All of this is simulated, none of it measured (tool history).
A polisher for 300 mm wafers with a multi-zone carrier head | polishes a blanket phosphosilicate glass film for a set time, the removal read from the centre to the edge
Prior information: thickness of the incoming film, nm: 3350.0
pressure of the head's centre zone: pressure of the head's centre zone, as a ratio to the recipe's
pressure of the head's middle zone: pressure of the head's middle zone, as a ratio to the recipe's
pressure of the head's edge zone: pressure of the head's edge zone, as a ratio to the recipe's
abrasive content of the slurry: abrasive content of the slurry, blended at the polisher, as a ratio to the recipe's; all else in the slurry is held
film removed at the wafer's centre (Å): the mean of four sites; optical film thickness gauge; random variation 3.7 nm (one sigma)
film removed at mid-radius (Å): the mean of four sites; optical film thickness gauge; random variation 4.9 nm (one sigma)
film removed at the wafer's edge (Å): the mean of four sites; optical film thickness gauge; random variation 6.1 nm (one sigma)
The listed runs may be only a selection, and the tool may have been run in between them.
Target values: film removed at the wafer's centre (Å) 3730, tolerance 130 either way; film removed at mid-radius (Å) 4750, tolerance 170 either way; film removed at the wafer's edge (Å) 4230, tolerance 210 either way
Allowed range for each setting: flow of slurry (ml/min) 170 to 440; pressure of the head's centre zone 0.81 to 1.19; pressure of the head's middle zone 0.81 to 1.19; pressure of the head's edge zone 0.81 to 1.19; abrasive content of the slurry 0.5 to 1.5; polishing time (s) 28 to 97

| run | hour | flow of slurry (ml/min) | pressure of the head's centre zone | pressure of the head's middle zone | pressure of the head's edge zone | abrasive content of the slurry | polishing time (s) | film removed at the wafer's centre (Å) | film removed at mid-radius (Å) | film removed at the wafer's edge (Å) |
|---|---|---|---|---|---|---|---|---|---|---|
| 1 | 0 | 280 | 1 | 1 | 1 | 1 | 62 | 5222.6 | 5129.4 | 5091 |
| 2 | 6.3 | 280 | 1 | 1 | 1 | 1 | 74 | 6297.9 | 6185.1 | 6200.5 |
| 3 | 14.4 | 275 | 0.95 | 1.02 | 0.98 | 0.85 | 72 | 5297.8 | 5736.1 | 5544 |
| 4 | 22.2 | 320 | 0.95 | 1.02 | 0.98 | 0.85 | 72 | 5416.8 | 5641.1 | 5587.6 |
| 5 | 30.7 | 320 | 0.95 | 1.02 | 0.98 | 0.85 | 83 | 6229.5 | 6581.4 | 6316.2 |
| 6 | 33.7 | 320 | 0.95 | 1.02 | 0.94 | 0.85 | 83 | 6202.7 | 6602.3 | 6186.2 |
| 7 | 38.4 | 315 | 0.92 | 1.02 | 0.91 | 0.75 | 80 | 5586.9 | 6004.1 | 5580.4 |
| 8 | 41.7 | 310 | 0.89 | 1.04 | 0.91 | 0.7 | 77 | 4921.7 | 5679.7 | 5218.5 |
| 9 | 47.2 | 310 | 0.87 | 1.04 | 0.9 | 0.65 | 76 | 4648.2 | 5384 | 4915.6 |
| 10 | 53.8 | 305 | 0.85 | 1.05 | 0.9 | 0.6 | 75 | 4218.6 | 5137.3 | 4662.8 |
| 11 | 56.4 | 255 | 0.81 | 1.03 | 0.81 | 0.5 | 75 | 3554.5 | 4525.4 | 3892.4 |
| 12 | 64.7 | 265 | 0.81 | 1.04 | 0.83 | 0.5 | 75 | 3591.2 | 4570.8 | 4138.2 |

Next run, 5 choices. One meets every target within its allowed miss, the rest don't. Which?
| A | 73 | 220 | 0.85 | 0.99 | 1 | 0.55 | 73 | ? | ? | ? |
| B | 73 | 285 | 0.83 | 1.05 | 1.1 | 0.5 | 73 | ? | ? | ? |
| C | 73 | 320 | 0.81 | 1.07 | 0.82 | 0.6 | 74 | ? | ? | ? |
| D | 73 | 235 | 0.83 | 1.08 | 0.89 | 0.5 | 77 | ? | ? | ? |
| E | 73 | 265 | 0.88 | 1.01 | 0.89 | 0.5 | 74 | ? | ? | ? |

| move | film removed at the wafer's centre (Å) | film removed at mid-radius (Å) | film removed at the wafer's edge (Å) |
|---|---|---|---|
| A | 3811.8 | 4322.8 | 4416.1 |
| B | 3671.8 | 4463.8 | 4506.3 |
| C | 4056.5 | 5131.4 | 4422.2 |
| D | 3771.3 | 4709.5 | 4214.3 |
| E | 3910.4 | 4341.7 | 4101.8 |
A: gets the furthest-off result to its target, but another result is out of tolerance
B: gets the furthest-off result to its target, but another result is out of tolerance
C: the result that was furthest off in the last run now lies on the other side of its target
D: every result lands within tolerance
E: the result that was furthest off in the last run now lies on the other side of its target
So the answer is move D, the one that meets all the targets.
